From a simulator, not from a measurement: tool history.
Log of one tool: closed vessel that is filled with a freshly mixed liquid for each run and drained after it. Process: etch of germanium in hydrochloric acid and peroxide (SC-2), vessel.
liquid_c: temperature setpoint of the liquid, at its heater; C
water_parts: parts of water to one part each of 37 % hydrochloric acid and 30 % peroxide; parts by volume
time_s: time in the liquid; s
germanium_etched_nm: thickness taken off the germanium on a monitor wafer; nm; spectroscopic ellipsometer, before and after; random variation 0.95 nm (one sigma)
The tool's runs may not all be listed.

| run | hour | liquid_c | water_parts | time_s | germanium_etched_nm |
|---|---|---|---|---|---|
| 1 | 0 | 63 | 8.5 | 90 | 169.44 |
| 2 | 4.6 | 63 | 8.5 | 90 | 167.84 |
| 3 | 10.1 | 63 | 6.5 | 90 | 171.71 |
| 4 | 14 | 63 | 8 | 90 | 170.81 |
| 5 | 18.6 | 61.5 | 8 | 90 | 160 |
| 6 | 22.8 | 61.5 | 8 | 95 | 172.02 |

Run 7 comes next. What will it give?
| 7 | 27.1 | 60 | 8 | 95 | ? |

{"run 7": {"germanium_etched_nm": 163.17}}
